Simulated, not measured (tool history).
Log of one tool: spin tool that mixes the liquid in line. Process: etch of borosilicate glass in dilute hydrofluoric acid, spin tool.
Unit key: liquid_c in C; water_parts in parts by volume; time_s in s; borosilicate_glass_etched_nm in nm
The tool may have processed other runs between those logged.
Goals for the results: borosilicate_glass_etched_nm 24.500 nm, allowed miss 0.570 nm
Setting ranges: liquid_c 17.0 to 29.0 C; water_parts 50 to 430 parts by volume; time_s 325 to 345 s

| run | hour | liquid_c | water_parts | time_s | borosilicate_glass_etched_nm |
|---|---|---|---|---|---|
| 1 | 0.0 | 21.0 | 240 | 325 | 21.075 |
| 2 | 5.5 | 18.0 | 240 | 325 | 18.368 |
| 3 | 6.2 | 18.0 | 240 | 345 | 19.956 |
| 4 | 15.1 | 18.0 | 175 | 345 | 28.986 |
| 5 | 24.1 | 18.0 | 255 | 345 | 18.397 |
| 6 | 32.9 | 18.0 | 255 | 325 | 17.383 |
| 7 | 39.1 | 20.5 | 255 | 325 | 19.020 |
| 8 | 41.9 | 24.5 | 250 | 325 | 22.405 |
| 9 | 50.9 | 25.0 | 250 | 325 | 22.780 |

Pick the move, out of 4, that brings all results within their allowed miss; only one does.
| A | 59.9 | 26.5 | 250 | 325 | ? |
| B | 59.9 | 26.0 | 235 | 325 | ? |
| C | 59.9 | 23.5 | 215 | 325 | ? |
| D | 59.9 | 27.0 | 275 | 325 | ? |

| move | borosilicate_glass_etched_nm |
|---|---|
| A | 24.226 |
| B | 25.738 |
| C | 26.260 |
| D | 21.815 |
A: each result inside its tolerance
B: the result that was furthest off in the last run now lies on the other side of its target
C: the result that was furthest off in the last run now lies on the other side of its target
D: lands further from the targets than the last run did
The right move is A.
